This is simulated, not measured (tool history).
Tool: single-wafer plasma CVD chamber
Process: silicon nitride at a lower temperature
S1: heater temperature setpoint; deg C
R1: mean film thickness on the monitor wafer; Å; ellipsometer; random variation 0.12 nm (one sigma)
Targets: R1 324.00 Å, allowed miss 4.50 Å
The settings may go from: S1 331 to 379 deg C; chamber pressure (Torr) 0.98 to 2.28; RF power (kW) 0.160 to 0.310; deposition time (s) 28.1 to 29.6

run 1 hour=0.0 | S1=355 chamber_pressure_(Torr)=1.63 RF_power_(kW)=0.235 deposition_time_(s)=29.6 | R1=271.51
run 2 hour=0.9 | S1=355 chamber_pressure_(Torr)=1.63 RF_power_(kW)=0.255 deposition_time_(s)=29.6 | R1=291.89
run 3 hour=3.1 | S1=355 chamber_pressure_(Torr)=1.63 RF_power_(kW)=0.270 deposition_time_(s)=29.6 | R1=306.89
run 4 hour=8.4 | S1=355 chamber_pressure_(Torr)=1.71 RF_power_(kW)=0.270 deposition_time_(s)=29.6 | R1=310.82
run 5 hour=15.0 | S1=355 chamber_pressure_(Torr)=1.71 RF_power_(kW)=0.250 deposition_time_(s)=29.6 | R1=291.38
run 6 hour=20.7 | S1=355 chamber_pressure_(Torr)=1.85 RF_power_(kW)=0.250 deposition_time_(s)=29.6 | R1=298.86
run 7 hour=28.2 | S1=355 chamber_pressure_(Torr)=1.96 RF_power_(kW)=0.250 deposition_time_(s)=29.6 | R1=304.31
run 8 hour=30.5 | S1=355 chamber_pressure_(Torr)=2.05 RF_power_(kW)=0.250 deposition_time_(s)=29.6 | R1=307.63

5 next moves are on the table. One of them brings every result within its allowed miss. Which?
run A hour=32.8 | S1=348 chamber_pressure_(Torr)=2.28 RF_power_(kW)=0.265 deposition_time_(s)=28.6 | R1=?
run B hour=32.8 | S1=353 chamber_pressure_(Torr)=2.09 RF_power_(kW)=0.285 deposition_time_(s)=28.6 | R1=?
run C hour=32.8 | S1=363 chamber_pressure_(Torr)=1.98 RF_power_(kW)=0.280 deposition_time_(s)=29.6 | R1=?
run D hour=32.8 | S1=349 chamber_pressure_(Torr)=2.11 RF_power_(kW)=0.255 deposition_time_(s)=29.6 | R1=?
run E hour=32.8 | S1=353 chamber_pressure_(Torr)=2.24 RF_power_(kW)=0.275 deposition_time_(s)=29.1 | R1=?

move=A R1=323.67
move=B R1=335.52
move=C R1=335.77
move=D R1=316.64
move=E R1=337.67
A: meets every target
B: takes the result that was furthest off past its target
C: takes the result that was furthest off past its target
D: nearer than the last run, and not there yet
E: takes the result that was furthest off past its target
The right move is A.
